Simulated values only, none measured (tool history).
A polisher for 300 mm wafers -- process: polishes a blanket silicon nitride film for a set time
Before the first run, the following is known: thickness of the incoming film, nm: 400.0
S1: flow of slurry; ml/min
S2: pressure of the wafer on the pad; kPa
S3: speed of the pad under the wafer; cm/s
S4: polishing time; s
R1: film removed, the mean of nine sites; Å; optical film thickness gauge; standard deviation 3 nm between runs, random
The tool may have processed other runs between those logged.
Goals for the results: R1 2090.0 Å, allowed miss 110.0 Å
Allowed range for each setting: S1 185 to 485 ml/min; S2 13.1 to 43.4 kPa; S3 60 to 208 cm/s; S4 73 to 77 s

run 1 hour=0.0 | S1=310 S2=28.3 S3=134 S4=73 | R1=1618.9
run 2 hour=5.3 | S1=310 S2=28.3 S3=122 S4=73 | R1=1533.0
run 3 hour=10.8 | S1=310 S2=29.6 S3=122 S4=73 | R1=1583.9
run 4 hour=16.8 | S1=310 S2=31.0 S3=122 S4=73 | R1=1676.4
run 5 hour=22.1 | S1=310 S2=31.0 S3=122 S4=77 | R1=1796.4
run 6 hour=28.1 | S1=310 S2=24.1 S3=122 S4=77 | R1=1373.6
run 7 hour=32.1 | S1=310 S2=24.1 S3=122 S4=77 | R1=1420.1
run 8 hour=36.3 | S1=310 S2=24.1 S3=122 S4=77 | R1=1381.8
run 9 hour=44.2 | S1=310 S2=26.2 S3=124 S4=77 | R1=1498.3
run 10 hour=49.3 | S1=310 S2=27.6 S3=124 S4=77 | R1=1625.4
run 11 hour=54.2 | S1=310 S2=29.0 S3=124 S4=77 | R1=1654.5

Of the 5 settings listed for the next run, only one would bring every result within its allowed miss of target. Which one?
run A hour=59.1 | S1=280 S2=36.5 S3=140 S4=77 | R1=?
run B hour=59.1 | S1=325 S2=34.5 S3=148 S4=77 | R1=?
run C hour=59.1 | S1=330 S2=36.5 S3=120 S4=77 | R1=?
run D hour=59.1 | S1=310 S2=36.5 S3=160 S4=77 | R1=?
run E hour=59.1 | S1=315 S2=30.3 S3=170 S4=77 | R1=?

move=A R1=2292.3
move=B R1=2291.3
move=C R1=2053.1
move=D R1=2572.0
move=E R1=2254.9
A: takes the result that was furthest off past its target
B: takes the result that was furthest off past its target
C: each result inside its tolerance
D: takes the result that was furthest off past its target
E: takes the result that was furthest off past its target
Correct choice: C, which meets every target

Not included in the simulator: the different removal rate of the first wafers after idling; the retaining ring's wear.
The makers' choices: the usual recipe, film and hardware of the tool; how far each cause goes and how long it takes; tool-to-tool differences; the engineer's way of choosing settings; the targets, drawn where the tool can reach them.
